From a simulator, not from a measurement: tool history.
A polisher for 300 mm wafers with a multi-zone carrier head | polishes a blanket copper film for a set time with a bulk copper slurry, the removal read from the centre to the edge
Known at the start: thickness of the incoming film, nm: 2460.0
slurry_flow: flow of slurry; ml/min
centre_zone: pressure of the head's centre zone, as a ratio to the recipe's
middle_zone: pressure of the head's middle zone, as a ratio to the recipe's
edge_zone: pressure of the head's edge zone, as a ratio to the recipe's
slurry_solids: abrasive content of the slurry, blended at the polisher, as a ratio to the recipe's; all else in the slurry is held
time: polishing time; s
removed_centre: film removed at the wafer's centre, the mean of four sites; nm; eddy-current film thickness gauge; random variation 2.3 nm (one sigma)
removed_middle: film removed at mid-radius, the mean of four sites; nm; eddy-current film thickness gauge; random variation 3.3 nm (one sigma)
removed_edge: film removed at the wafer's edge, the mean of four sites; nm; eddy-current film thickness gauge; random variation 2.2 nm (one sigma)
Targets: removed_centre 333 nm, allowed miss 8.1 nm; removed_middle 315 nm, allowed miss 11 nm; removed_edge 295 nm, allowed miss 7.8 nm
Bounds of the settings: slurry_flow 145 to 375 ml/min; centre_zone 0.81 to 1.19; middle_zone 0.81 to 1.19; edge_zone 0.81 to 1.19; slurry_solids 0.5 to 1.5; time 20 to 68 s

run 1 day=0 | slurry_flow=240 centre_zone=1 middle_zone=1 edge_zone=1 slurry_solids=1 time=44 | removed_centre=457.88 removed_middle=456.95 removed_edge=460.08
run 2 day=0.079 | slurry_flow=295 centre_zone=1 middle_zone=1 edge_zone=1 slurry_solids=1 time=44 | removed_centre=472.23 removed_middle=462.22 removed_edge=463.67
run 3 day=0.321 | slurry_flow=295 centre_zone=1 middle_zone=1.05 edge_zone=1 slurry_solids=1 time=44 | removed_centre=470.49 removed_middle=480.54 removed_edge=468.76
run 4 day=0.65 | slurry_flow=305 centre_zone=1 middle_zone=1.04 edge_zone=0.97 slurry_solids=0.9 time=41 | removed_centre=425.21 removed_middle=437.99 removed_edge=421.09
run 5 day=0.921 | slurry_flow=305 centre_zone=1 middle_zone=1.04 edge_zone=0.97 slurry_solids=0.9 time=47 | removed_centre=490.65 removed_middle=484.64 removed_edge=486.2
run 6 day=1.025 | slurry_flow=315 centre_zone=1.02 middle_zone=1.04 edge_zone=0.94 slurry_solids=0.8 time=44 | removed_centre=444.79 removed_middle=451.97 removed_edge=425.48
run 7 day=1.246 | slurry_flow=310 centre_zone=1.02 middle_zone=1 edge_zone=0.92 slurry_solids=0.75 time=43 | removed_centre=426.77 removed_middle=411.32 removed_edge=403.64
run 8 day=1.358 | slurry_flow=305 centre_zone=1.03 middle_zone=0.99 edge_zone=0.9 slurry_solids=0.7 time=42 | removed_centre=409.2 removed_middle=389.24 removed_edge=379.47
run 9 day=1.588 | slurry_flow=295 centre_zone=1.03 middle_zone=0.99 edge_zone=0.88 slurry_solids=0.65 time=41 | removed_centre=383.09 removed_middle=369.37 removed_edge=356.82
run 10 day=1.767 | slurry_flow=280 centre_zone=1.04 middle_zone=0.99 edge_zone=0.87 slurry_solids=0.6 time=41 | removed_centre=376.15 removed_middle=352.54 removed_edge=340.47
run 11 day=1.983 | slurry_flow=255 centre_zone=1.04 middle_zone=0.99 edge_zone=0.86 slurry_solids=0.6 time=41 | removed_centre=372.24 removed_middle=353.06 removed_edge=336.56
run 12 day=2.058 | slurry_flow=240 centre_zone=1.04 middle_zone=0.99 edge_zone=0.85 slurry_solids=0.6 time=41 | removed_centre=368.91 removed_middle=350 removed_edge=335.16
run 13 day=2.288 | slurry_flow=235 centre_zone=1.04 middle_zone=0.99 edge_zone=0.84 slurry_solids=0.6 time=41 | removed_centre=367.12 removed_middle=346.39 removed_edge=328.17
run 14 day=2.629 | slurry_flow=225 centre_zone=1.04 middle_zone=0.99 edge_zone=0.83 slurry_solids=0.6 time=41 | removed_centre=363.24 removed_middle=349.12 removed_edge=328.23
run 15 day=2.708 | slurry_flow=225 centre_zone=1.04 middle_zone=0.99 edge_zone=0.83 slurry_solids=0.6 time=41 | removed_centre=364.11 removed_middle=342.35 removed_edge=329.76
run 16 day=2.862 | slurry_flow=220 centre_zone=1.04 middle_zone=0.99 edge_zone=0.83 slurry_solids=0.6 time=41 | removed_centre=365.68 removed_middle=338.29 removed_edge=332
run 17 day=3.225 | slurry_flow=225 centre_zone=1.04 middle_zone=0.99 edge_zone=0.83 slurry_solids=0.6 time=40 | removed_centre=354.1 removed_middle=338.11 removed_edge=321.23
run 18 day=3.25 | slurry_flow=220 centre_zone=1.04 middle_zone=0.99 edge_zone=0.83 slurry_solids=0.6 time=40 | removed_centre=358.74 removed_middle=337.21 removed_edge=315.63
run 19 day=3.512 | slurry_flow=165 centre_zone=1.01 middle_zone=0.97 edge_zone=0.81 slurry_solids=0.5 time=40 | removed_centre=304.14 removed_middle=292.08 removed_edge=285.11
run 20 day=3.683 | slurry_flow=180 centre_zone=1.02 middle_zone=0.98 edge_zone=0.81 slurry_solids=0.5 time=40 | removed_centre=312.27 removed_middle=299.85 removed_edge=285.59

Which of these 4 next moves meets every target?
run A day=3.854 | slurry_flow=150 centre_zone=1.17 middle_zone=1.09 edge_zone=0.94 slurry_solids=0.65 time=35 | removed_centre=? removed_middle=? removed_edge=?
run B day=3.854 | slurry_flow=190 centre_zone=1.12 middle_zone=1 edge_zone=0.81 slurry_solids=0.5 time=41 | removed_centre=? removed_middle=? removed_edge=?
run C day=3.854 | slurry_flow=170 centre_zone=1.12 middle_zone=0.87 edge_zone=0.86 slurry_solids=0.55 time=41 | removed_centre=? removed_middle=? removed_edge=?
run D day=3.854 | slurry_flow=145 centre_zone=1.09 middle_zone=0.85 edge_zone=0.87 slurry_solids=0.6 time=41 | removed_centre=? removed_middle=? removed_edge=?

move=A removed_centre=330.83 removed_middle=311.52 removed_edge=290.29
move=B removed_centre=345.59 removed_middle=311.61 removed_edge=289.67
move=C removed_centre=355.87 removed_middle=286.42 removed_edge=308.91
move=D removed_centre=352.73 removed_middle=285.15 removed_edge=317.27
A: meets every target
B: takes the result that was furthest off past its target
C: takes the result that was furthest off past its target
D: takes the result that was furthest off past its target
Answer: A
